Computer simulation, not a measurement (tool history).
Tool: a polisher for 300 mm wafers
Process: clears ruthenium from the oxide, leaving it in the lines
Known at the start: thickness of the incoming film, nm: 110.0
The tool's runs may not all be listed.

run  hour  flow of slurry (ml/min)  pressure of the wafer on the pad (kPa)  speed of the pad under the wafer (m/s)  overpolish time after the end point (s)  time until the end point was called (s)
  1   0.0                      170                                    11.0                                    1.20                                       14                                   102.73
  2   6.2                      165                                     9.7                                    1.20                                       14                                   118.19
  3   8.0                      160                                     9.0                                    1.20                                       14                                   126.89
  4   8.6                      160                                     9.0                                    1.20                                       15                                   127.25
  5  16.1                      155                                     8.3                                    1.20                                       15                                   136.18
  6  18.1                      155                                     9.7                                    1.20                                       15                                   118.03
  7  20.1                      155                                     9.0                                    1.20                                       15                                   129.85
  8  22.1                      145                                     9.0                                    1.20                                       15                                   127.88
  9  25.8                      145                                     8.3                                    1.20                                       15                                   139.98
 10  31.4                      135                                     8.3                                    1.20                                       15                                   141.33
 11  35.2                      130                                     8.3                                    1.20                                       15                                   143.71
 12  35.9                      125                                     8.3                                    1.20                                       15                                   142.63
 13  41.7                      120                                     8.3                                    1.20                                       15                                   142.11

Forecast run 14:
 14  44.1                      115                                     7.6                                    1.20                                       15                                        ?

Run 14 gave time until the end point was called (s) 158.43.

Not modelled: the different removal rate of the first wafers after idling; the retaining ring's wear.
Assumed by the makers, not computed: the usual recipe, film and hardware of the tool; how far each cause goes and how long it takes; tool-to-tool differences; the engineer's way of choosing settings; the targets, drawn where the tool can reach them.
